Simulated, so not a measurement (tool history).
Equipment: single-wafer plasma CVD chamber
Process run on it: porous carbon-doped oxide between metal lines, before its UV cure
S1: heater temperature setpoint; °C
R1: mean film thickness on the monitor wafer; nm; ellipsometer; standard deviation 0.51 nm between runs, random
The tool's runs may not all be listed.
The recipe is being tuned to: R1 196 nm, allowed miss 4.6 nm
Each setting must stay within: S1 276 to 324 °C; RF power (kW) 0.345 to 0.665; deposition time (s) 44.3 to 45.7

run 1 day=0 | S1=300 RF_power_(kW)=0.505 deposition_time_(s)=44.3 | R1=232.51
run 2 day=0.312 | S1=300 RF_power_(kW)=0.505 deposition_time_(s)=44.3 | R1=232.44
run 3 day=0.367 | S1=300 RF_power_(kW)=0.465 deposition_time_(s)=44.3 | R1=219.81
run 4 day=0.625 | S1=304 RF_power_(kW)=0.46 deposition_time_(s)=44.3 | R1=214.28
run 5 day=0.662 | S1=307 RF_power_(kW)=0.455 deposition_time_(s)=44.3 | R1=209.62
run 6 day=0.808 | S1=307 RF_power_(kW)=0.455 deposition_time_(s)=44.3 | R1=208.8
run 7 day=0.871 | S1=309 RF_power_(kW)=0.45 deposition_time_(s)=44.3 | R1=205.5
run 8 day=1.104 | S1=311 RF_power_(kW)=0.445 deposition_time_(s)=44.3 | R1=202.21
run 9 day=1.342 | S1=312 RF_power_(kW)=0.445 deposition_time_(s)=44.3 | R1=201.66

5 candidate next runs follow, results not yet known. Just one meets every target within its allowed miss. Identify it.
run A day=1.579 | S1=311 RF_power_(kW)=0.45 deposition_time_(s)=45.7 | R1=?
run B day=1.579 | S1=311 RF_power_(kW)=0.445 deposition_time_(s)=44.7 | R1=?
run C day=1.579 | S1=303 RF_power_(kW)=0.435 deposition_time_(s)=44.7 | R1=?
run D day=1.579 | S1=311 RF_power_(kW)=0.44 deposition_time_(s)=45.7 | R1=?
run E day=1.579 | S1=316 RF_power_(kW)=0.42 deposition_time_(s)=45.7 | R1=?

move=A R1=209.89
move=B R1=203.62
move=C R1=207.84
move=D R1=206.25
move=E R1=194.41
A: misses by more than the last run did
B: misses by more than the last run did
C: misses by more than the last run did
D: misses by more than the last run did
E: every result within its allowed miss
The right move is E.
